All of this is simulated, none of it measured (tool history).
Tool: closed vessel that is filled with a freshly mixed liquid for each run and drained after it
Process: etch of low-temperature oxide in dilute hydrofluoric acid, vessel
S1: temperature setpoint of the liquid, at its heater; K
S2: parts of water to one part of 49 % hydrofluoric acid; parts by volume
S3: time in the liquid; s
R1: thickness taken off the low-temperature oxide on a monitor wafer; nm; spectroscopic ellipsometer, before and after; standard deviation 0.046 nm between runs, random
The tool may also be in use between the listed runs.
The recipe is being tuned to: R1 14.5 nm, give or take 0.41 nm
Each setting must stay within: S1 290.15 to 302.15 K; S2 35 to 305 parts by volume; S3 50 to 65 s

run 1 hour=0 | S1=294.15 S2=170 S3=65 | R1=5.1091
run 2 hour=5.4 | S1=295.65 S2=150 S3=65 | R1=6.2772
run 3 hour=14.5 | S1=296.65 S2=135 S3=65 | R1=7.353
run 4 hour=23.5 | S1=297.65 S2=125 S3=65 | R1=8.3603
run 5 hour=24.5 | S1=294.15 S2=125 S3=65 | R1=7.3115
run 6 hour=31.8 | S1=295.65 S2=115 S3=65 | R1=8.519
run 7 hour=33.8 | S1=296.65 S2=110 S3=65 | R1=9.315
run 8 hour=35.2 | S1=297.65 S2=105 S3=65 | R1=10.18
run 9 hour=40.9 | S1=298.65 S2=100 S3=65 | R1=11.176
run 10 hour=49.7 | S1=299.15 S2=100 S3=65 | R1=11.453
run 11 hour=58 | S1=299.15 S2=100 S3=65 | R1=11.421
run 12 hour=62.2 | S1=299.65 S2=100 S3=65 | R1=11.65
run 13 hour=64.4 | S1=300.15 S2=100 S3=65 | R1=11.84
run 14 hour=71.4 | S1=300.65 S2=95 S3=65 | R1=12.769
run 15 hour=75.5 | S1=301.15 S2=95 S3=65 | R1=13.076

Exactly one of the 5 candidate moves below puts every result within its allowed miss. Which one?
run A hour=79.6 | S1=302.15 S2=85 S3=65 | R1=?
run B hour=79.6 | S1=297.15 S2=75 S3=65 | R1=?
run C hour=79.6 | S1=302.15 S2=95 S3=65 | R1=?
run D hour=79.6 | S1=299.15 S2=85 S3=65 | R1=?
run E hour=79.6 | S1=301.15 S2=110 S3=65 | R1=?

move=A R1=15.471
move=B R1=14.597
move=C R1=13.649
move=D R1=13.769
move=E R1=11.12
A: moves the result that the last run missed by most past its target, out the other side
B: meets every target
C: nearer the targets than the last run, but a result is still out of spec
D: nearer the targets than the last run, but a result is still out of spec
E: moves away from the targets compared with the last run
Go with B: it meets all targets.

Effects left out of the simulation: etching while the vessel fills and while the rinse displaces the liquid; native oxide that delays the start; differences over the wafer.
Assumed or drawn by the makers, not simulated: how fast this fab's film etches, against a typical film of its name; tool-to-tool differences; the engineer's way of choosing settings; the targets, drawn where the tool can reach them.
